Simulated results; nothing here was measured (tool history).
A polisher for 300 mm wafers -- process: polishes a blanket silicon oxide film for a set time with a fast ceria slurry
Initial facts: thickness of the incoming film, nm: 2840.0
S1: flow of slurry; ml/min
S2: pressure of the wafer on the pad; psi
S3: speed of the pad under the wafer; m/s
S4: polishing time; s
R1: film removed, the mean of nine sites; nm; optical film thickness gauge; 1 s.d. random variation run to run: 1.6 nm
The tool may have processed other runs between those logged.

run,hour,S1,S2,S3,S4,R1
1,0.0,275,1.8,1.06,28,258.09
2,3.1,275,1.6,1.06,28,229.58
3,10.3,275,1.5,1.06,28,212.05
4,13.1,275,1.8,1.06,28,254.11
5,15.4,275,1.7,1.06,28,240.61
6,21.0,275,1.7,1.30,28,294.86

Predict the results of run 7:
7,27.7,275,1.6,1.30,28,?

R1: 274.97 nm

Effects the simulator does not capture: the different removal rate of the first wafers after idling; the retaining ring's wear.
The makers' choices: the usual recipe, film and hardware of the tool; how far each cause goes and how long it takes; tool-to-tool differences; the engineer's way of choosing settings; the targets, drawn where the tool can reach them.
